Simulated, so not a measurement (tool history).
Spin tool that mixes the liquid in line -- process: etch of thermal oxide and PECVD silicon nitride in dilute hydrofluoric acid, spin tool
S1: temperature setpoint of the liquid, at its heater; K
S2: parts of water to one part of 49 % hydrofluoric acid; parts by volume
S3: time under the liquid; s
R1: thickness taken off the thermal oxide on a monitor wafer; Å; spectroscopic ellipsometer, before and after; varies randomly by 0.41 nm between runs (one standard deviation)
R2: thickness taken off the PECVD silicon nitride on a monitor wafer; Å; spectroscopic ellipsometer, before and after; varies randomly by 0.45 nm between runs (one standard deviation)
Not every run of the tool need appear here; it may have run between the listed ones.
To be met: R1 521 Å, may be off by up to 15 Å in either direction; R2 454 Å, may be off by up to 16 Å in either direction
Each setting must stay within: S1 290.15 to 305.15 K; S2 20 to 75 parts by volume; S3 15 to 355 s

run	day	S1	S2	S3	R1	R2
1	0	297.15	45	180	203.86	170.45
2	0.067	298.15	40	185	246.31	206.15
3	0.242	299.15	35	185	294.5	254.57
4	0.383	299.65	30	190	367.28	310.58
5	0.654	300.15	30	190	375.2	320.61
6	0.75	300.15	20	190	565.01	479.85
7	0.958	301.15	25	190	473.4	412.15
8	1.312	301.15	20	190	588.08	507.6
9	1.625	301.15	25	190	461.19	414.65
10	1.971	301.15	20	185	571.89	493.73
11	2.325	301.15	25	190	467.56	414.12
12	2.367	301.15	20	190	587.38	511.1
13	2.642	301.15	25	190	465.76	417.76
14	2.738	300.65	20	190	578.93	493.74
15	2.904	301.15	25	190	463.94	412.11
16	3.212	301.15	20	190	585.72	516.85
17	3.479	300.15	25	190	443.15	390.36
18	3.767	300.65	25	190	459.72	393.25
19	4.083	301.15	25	190	474.67	417.11
20	4.375	301.15	20	190	584.68	512.67
21	4.612	300.65	25	190	459.08	399.39
22	4.979	301.15	20	190	581.87	516.35
23	5.125	301.15	20	190	586.84	512.23
24	5.5	300.65	25	190	454.26	396.31
25	5.871	300.65	20	190	583.88	494.64
26	6.067	300.65	20	190	572.28	494.57
27	6.188	300.65	25	190	461.73	397.37
28	6.358	301.15	25	190	470.64	417.39
29	6.438	301.15	25	190	469.78	415.36

Pick the move, out of 4, that brings all results within their allowed miss; only one does.
A	6.517	301.15	25	195	?	?
B	6.517	301.15	20	170	?	?
C	6.517	301.65	25	180	?	?
D	6.517	305.15	35	215	?	?

move	R1	R2
A	484.07	428.88
B	531.56	463.21
C	456.03	409.23
D	440.4	442.54
A: gains on the last run, yet a result remains outside its allowed miss
B: all results land within tolerance of their targets
C: its largest miss is bigger than the last run's
D: its largest miss is bigger than the last run's
B is the move that brings every result within its allowed miss.
